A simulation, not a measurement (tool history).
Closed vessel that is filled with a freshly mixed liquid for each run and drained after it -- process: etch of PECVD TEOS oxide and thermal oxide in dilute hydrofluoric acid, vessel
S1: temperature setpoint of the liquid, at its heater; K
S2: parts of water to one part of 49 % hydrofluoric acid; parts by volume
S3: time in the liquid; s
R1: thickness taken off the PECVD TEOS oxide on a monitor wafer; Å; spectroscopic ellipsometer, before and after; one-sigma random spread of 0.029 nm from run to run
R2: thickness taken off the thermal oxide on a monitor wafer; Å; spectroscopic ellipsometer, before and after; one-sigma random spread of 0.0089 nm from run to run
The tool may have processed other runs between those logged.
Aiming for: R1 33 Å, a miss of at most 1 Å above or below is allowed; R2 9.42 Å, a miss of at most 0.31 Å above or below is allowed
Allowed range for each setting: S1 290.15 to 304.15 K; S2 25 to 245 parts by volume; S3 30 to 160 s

Run 1, hour 0: S1 296.15 K, S2 135 parts by volume, S3 80 s. Result: R1 95.963 Å, R2 27.353 Å.
Run 2, hour 2.8: S1 294.15 K, S2 165 parts by volume, S3 80 s. Result: R1 71.133 Å, R2 20.276 Å.
Run 3, hour 10.8: S1 294.15 K, S2 165 parts by volume, S3 95 s. Result: R1 83.412 Å, R2 24.208 Å.
Run 4, hour 12.9: S1 294.15 K, S2 190 parts by volume, S3 95 s. Result: R1 69.699 Å, R2 20.424 Å.
Run 5, hour 14: S1 294.15 K, S2 160 parts by volume, S3 95 s. Result: R1 86.397 Å, R2 24.822 Å.
At hour 18: hydrofluoric acid flow meter replaced.
Run 6, hour 18: S1 294.15 K, S2 210 parts by volume, S3 95 s. Result: R1 56.559 Å, R2 16.38 Å.
Run 7, hour 20.7: S1 293.15 K, S2 220 parts by volume, S3 90 s. Result: R1 49.025 Å, R2 13.967 Å.
Run 8, hour 29.2: S1 292.65 K, S2 230 parts by volume, S3 85 s. Result: R1 42.759 Å, R2 12.429 Å.
Run 9, hour 30.6: S1 292.15 K, S2 235 parts by volume, S3 80 s. Result: R1 38.343 Å, R2 11.102 Å.

Consider the 4 candidate settings below. Which is the only one whose results all fall within their allowed miss of target?
Run A, hour 32: S1 295.65 K, S2 185 parts by volume, S3 45 s. Result: R1 ?, R2 ?.
Run B, hour 32: S1 291.15 K, S2 245 parts by volume, S3 70 s. Result: R1 ?, R2 ?.
Run C, hour 32: S1 290.65 K, S2 220 parts by volume, S3 100 s. Result: R1 ?, R2 ?.
Run D, hour 32: S1 291.15 K, S2 230 parts by volume, S3 65 s. Result: R1 ?, R2 ?.

move      R1      R2
   A   32.93  9.3132
   B  30.725  8.6894
   C  49.032  13.867
   D  30.805  8.7121
A: all results in spec
B: takes the biggest miss from the last run beyond its target
C: lands further from the targets than the last run did
D: takes the biggest miss from the last run beyond its target
A is the move that brings every result within its allowed miss.
